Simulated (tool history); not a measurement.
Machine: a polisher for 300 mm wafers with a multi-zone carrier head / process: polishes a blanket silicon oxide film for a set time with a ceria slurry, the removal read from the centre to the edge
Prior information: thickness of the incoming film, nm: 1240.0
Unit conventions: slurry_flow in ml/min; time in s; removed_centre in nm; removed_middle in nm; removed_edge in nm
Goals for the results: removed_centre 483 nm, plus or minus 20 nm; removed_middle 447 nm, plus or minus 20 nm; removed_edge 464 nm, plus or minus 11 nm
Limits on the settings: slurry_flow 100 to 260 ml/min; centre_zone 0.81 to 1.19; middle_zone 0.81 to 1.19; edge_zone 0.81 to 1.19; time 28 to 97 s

run,day,slurry_flow,centre_zone,middle_zone,edge_zone,time,removed_centre,removed_middle,removed_edge
1,0,165,1,1,1,62,364.78,360.58,358.41
2,0.267,165,1,1,1.05,62,370.4,362.6,365.06
3,0.392,180,1.01,1,1.09,65,395.59,391.46,396.38
4,0.467,180,1.01,1,1.05,65,393.5,389.02,383.8
5,0.671,180,0.96,1,1.05,65,381.59,389.45,386.14
6,0.704,190,1,0.99,1.08,67,415.63,402.47,409.78
7,0.8,205,1.01,0.99,1.11,68,428.53,411.6,420.34
8,1.079,210,1.02,0.99,1.13,69,439,424.31,437.61

Which one of the following 4 next-run settings gets every result inside its allowed miss? There is exactly one.
A,1.358,200,1.07,1.01,1.05,69,?,?,?
B,1.358,190,1.08,1.01,1.17,73,?,?,?
C,1.358,245,0.98,1,1.12,66,?,?,?
D,1.358,180,1.16,0.9,1.19,74,?,?,?

move,removed_centre,removed_middle,removed_edge
A,456.18,425.03,417.03
B,482.79,445.95,463.37
C,411.89,415.01,420.71
D,520.26,411.18,471.38
A: lands further from the targets than the last run did
B: every result within its allowed miss
C: lands further from the targets than the last run did
D: brings the last run's worst result on target, with another outside its allowed miss
Go with B: it meets all targets.
